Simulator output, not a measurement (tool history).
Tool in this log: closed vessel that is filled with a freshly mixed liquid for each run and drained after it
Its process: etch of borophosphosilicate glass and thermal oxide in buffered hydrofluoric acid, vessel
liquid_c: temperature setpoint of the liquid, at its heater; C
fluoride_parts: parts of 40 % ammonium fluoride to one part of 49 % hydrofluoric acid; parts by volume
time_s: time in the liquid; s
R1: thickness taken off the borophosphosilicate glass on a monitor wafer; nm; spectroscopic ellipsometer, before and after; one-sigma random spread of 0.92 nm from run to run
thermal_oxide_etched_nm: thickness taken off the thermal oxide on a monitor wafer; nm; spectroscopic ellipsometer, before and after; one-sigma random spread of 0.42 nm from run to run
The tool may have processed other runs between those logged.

Run 1, hour 0.0: liquid_c 20.0 C, fluoride_parts 10.0 parts by volume, time_s 60 s. Result: R1 94.794 nm, thermal_oxide_etched_nm 60.305 nm.
Run 2, hour 2.2: liquid_c 23.0 C, fluoride_parts 10.0 parts by volume, time_s 60 s. Result: R1 111.920 nm, thermal_oxide_etched_nm 71.394 nm.
Run 3, hour 4.6: liquid_c 24.0 C, fluoride_parts 10.0 parts by volume, time_s 60 s. Result: R1 117.340 nm, thermal_oxide_etched_nm 74.861 nm.
Run 4, hour 7.2: liquid_c 24.0 C, fluoride_parts 7.5 parts by volume, time_s 60 s. Result: R1 154.460 nm, thermal_oxide_etched_nm 98.380 nm.
Run 5, hour 15.8: liquid_c 24.0 C, fluoride_parts 7.5 parts by volume, time_s 75 s. Result: R1 190.360 nm, thermal_oxide_etched_nm 123.890 nm.
Run 6, hour 23.6: liquid_c 24.0 C, fluoride_parts 7.5 parts by volume, time_s 55 s. Result: R1 142.930 nm, thermal_oxide_etched_nm 89.620 nm.
Run 7, hour 30.3: liquid_c 24.5 C, fluoride_parts 7.5 parts by volume, time_s 55 s. Result: R1 144.650 nm, thermal_oxide_etched_nm 92.194 nm.
Run 8, hour 31.7: liquid_c 25.0 C, fluoride_parts 7.5 parts by volume, time_s 55 s. Result: R1 150.270 nm, thermal_oxide_etched_nm 94.596 nm.

Run 9 has not been measured yet. What should we expect?
Run 9, hour 39.5: liquid_c 25.5 C, fluoride_parts 7.5 parts by volume, time_s 55 s. Result: R1 ?, thermal_oxide_etched_nm ?.

Run 9 produced R1 154.700 nm, thermal_oxide_etched_nm 97.802 nm.
